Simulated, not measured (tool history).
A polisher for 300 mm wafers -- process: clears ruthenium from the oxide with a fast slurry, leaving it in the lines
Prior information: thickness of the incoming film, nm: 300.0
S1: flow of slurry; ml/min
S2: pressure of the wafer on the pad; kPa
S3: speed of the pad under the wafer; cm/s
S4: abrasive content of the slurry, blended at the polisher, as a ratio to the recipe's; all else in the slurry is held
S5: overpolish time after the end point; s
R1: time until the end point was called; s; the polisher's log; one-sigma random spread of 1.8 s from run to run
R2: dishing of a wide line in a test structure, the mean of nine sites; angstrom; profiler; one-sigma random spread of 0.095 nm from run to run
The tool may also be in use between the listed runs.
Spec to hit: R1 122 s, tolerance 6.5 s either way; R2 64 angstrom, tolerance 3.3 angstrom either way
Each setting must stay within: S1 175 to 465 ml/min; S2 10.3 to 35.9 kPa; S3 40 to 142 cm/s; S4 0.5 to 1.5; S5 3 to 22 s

{"run": 1, "hour": 0.0, "S1": 295, "S2": 22.8, "S3": 90, "S4": 1, "S5": 11, "R1": 62.978, "R2": 385.99}
{"run": 2, "hour": 1.4, "S1": 290, "S2": 20.7, "S3": 76, "S4": 0.9, "S5": 9, "R1": 82.929, "R2": 256.12}
{"run": 3, "hour": 3.9, "S1": 290, "S2": 20.7, "S3": 96, "S4": 0.9, "S5": 9, "R1": 68.142, "R2": 302.76}
{"run": 4, "hour": 9.1, "S1": 290, "S2": 20.7, "S3": 76, "S4": 0.9, "S5": 9, "R1": 86.499, "R2": 256.5}
{"run": 5, "hour": 12.3, "S1": 290, "S2": 20.7, "S3": 54, "S4": 0.9, "S5": 9, "R1": 110.87, "R2": 199}
{"run": 6, "hour": 15.8, "S1": 285, "S2": 20.7, "S3": 50, "S4": 0.8, "S5": 7, "R1": 124.5, "R2": 138.42}
{"run": 7, "hour": 16.7, "S1": 200, "S2": 26.9, "S3": 40, "S4": 0.55, "S5": 3, "R1": 140.77, "R2": 55.418}
{"run": 8, "hour": 24.4, "S1": 215, "S2": 27.6, "S3": 40, "S4": 0.55, "S5": 3, "R1": 139.4, "R2": 55.913}
{"run": 9, "hour": 25.8, "S1": 230, "S2": 28.3, "S3": 40, "S4": 0.55, "S5": 3, "R1": 131.94, "R2": 58.255}
{"run": 10, "hour": 27.6, "S1": 230, "S2": 28.3, "S3": 40, "S4": 0.55, "S5": 3, "R1": 132.07, "R2": 57.639}
{"run": 11, "hour": 30.2, "S1": 240, "S2": 28.3, "S3": 40, "S4": 0.55, "S5": 3, "R1": 132.16, "R2": 57.657}
{"run": 12, "hour": 32.9, "S1": 250, "S2": 28.3, "S3": 40, "S4": 0.55, "S5": 3, "R1": 132.55, "R2": 57.57}
{"run": 13, "hour": 41.0, "S1": 250, "S2": 30.3, "S3": 40, "S4": 0.55, "S5": 4, "R1": 125.79, "R2": 82.922}
{"run": 14, "hour": 45.0, "S1": 240, "S2": 30.3, "S3": 42, "S4": 0.55, "S5": 4, "R1": 118.97, "R2": 83.84}
{"run": 15, "hour": 52.4, "S1": 175, "S2": 23.4, "S3": 58, "S4": 0.5, "S5": 3, "R1": 131.54, "R2": 58.536}

Next run, 4 choices. One meets every target within its allowed miss, the rest don't. Which?
{"run": "A", "hour": 59.8, "S1": 175, "S2": 22.8, "S3": 52, "S4": 0.5, "S5": 3, "R1": "?", "R2": "?"}
{"run": "B", "hour": 59.8, "S1": 175, "S2": 21.4, "S3": 48, "S4": 0.9, "S5": 3, "R1": "?", "R2": "?"}
{"run": "C", "hour": 59.8, "S1": 175, "S2": 21.4, "S3": 58, "S4": 0.55, "S5": 3, "R1": "?", "R2": "?"}
{"run": "D", "hour": 59.8, "S1": 175, "S2": 24.8, "S3": 48, "S4": 0.5, "S5": 3, "R1": "?", "R2": "?"}

move=A R1=149.79 R2=53.494
move=B R1=123.95 R2=64.341
move=C R1=138.02 R2=57.946
move=D R1=146.53 R2=54.658
A: the biggest miss grows against the last run
B: all results land within tolerance of their targets
C: the biggest miss grows against the last run
D: the biggest miss grows against the last run
B is the move that brings every result within its allowed miss.

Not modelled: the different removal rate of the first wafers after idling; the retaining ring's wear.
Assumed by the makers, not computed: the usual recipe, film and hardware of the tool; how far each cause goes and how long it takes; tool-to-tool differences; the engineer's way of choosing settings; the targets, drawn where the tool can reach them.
